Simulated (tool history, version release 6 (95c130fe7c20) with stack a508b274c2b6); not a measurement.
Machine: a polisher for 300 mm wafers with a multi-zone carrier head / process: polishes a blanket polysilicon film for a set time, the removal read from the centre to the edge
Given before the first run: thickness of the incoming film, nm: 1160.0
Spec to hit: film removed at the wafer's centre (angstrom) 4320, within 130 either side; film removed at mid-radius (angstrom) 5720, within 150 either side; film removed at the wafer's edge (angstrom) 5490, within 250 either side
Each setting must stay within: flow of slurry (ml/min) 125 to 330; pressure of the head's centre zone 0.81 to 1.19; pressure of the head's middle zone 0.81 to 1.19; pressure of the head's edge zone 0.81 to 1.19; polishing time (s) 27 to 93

run,hour,flow of slurry (ml/min),pressure of the head's centre zone,pressure of the head's middle zone,pressure of the head's edge zone,polishing time (s),film removed at the wafer's centre (angstrom),film removed at mid-radius (angstrom),film removed at the wafer's edge (angstrom)
1,0,210,1,1,1,59,3856.4,3908.9,3979.9
2,8,220,0.97,1.03,1.04,62,4034.4,4259.9,4223.1
3,11.6,220,1.02,1.03,1.04,62,4235.6,4273.9,4248.3
4,13.4,220,1.02,1.03,1.04,72,4929,4914.2,4880.9
5,14,220,1.02,1.11,1.04,72,4896.3,5214.9,4886.5
6,14.5,220,1.02,1.11,0.98,72,4937.6,5335.8,4781.1
7,15.4,215,0.98,1.12,1.01,73,4749.5,5355.8,4870
8,18.5,210,0.95,1.13,1.04,74,4596.6,5494.9,4917.8
9,19.7,205,0.93,1.12,1.07,75,4618.6,5417.2,5165.3
10,27.5,205,0.91,1.13,1.08,75,4507,5576.6,5244
11,31.3,200,0.86,1.13,1.15,75,4223.1,5508.1,5451.4
12,39.2,205,0.86,1.13,1.15,75,4243.2,5496.2,5467.1
13,48,210,0.86,1.14,1.15,75,4284.9,5601.7,5297.6

4 candidate next runs follow, results not yet known. Just one meets every target within its allowed miss. Identify it.
A,56.8,215,0.9,1.19,1.1,72,?,?,?
B,56.8,210,0.85,1.14,1.17,77,?,?,?
C,56.8,255,0.87,1.13,1.1,71,?,?,?
D,56.8,240,0.89,1.16,1.15,71,?,?,?

move,film removed at the wafer's centre (angstrom),film removed at mid-radius (angstrom),film removed at the wafer's edge (angstrom)
A,4329,5538.6,5103
B,4351.6,5691.7,5607.7
C,4230.1,5348.4,5123.8
D,4292.6,5426.2,5199.8
A: misses by more than the last run did
B: all results land within tolerance of their targets
C: misses by more than the last run did
D: misses by more than the last run did
Move B is the one to make.

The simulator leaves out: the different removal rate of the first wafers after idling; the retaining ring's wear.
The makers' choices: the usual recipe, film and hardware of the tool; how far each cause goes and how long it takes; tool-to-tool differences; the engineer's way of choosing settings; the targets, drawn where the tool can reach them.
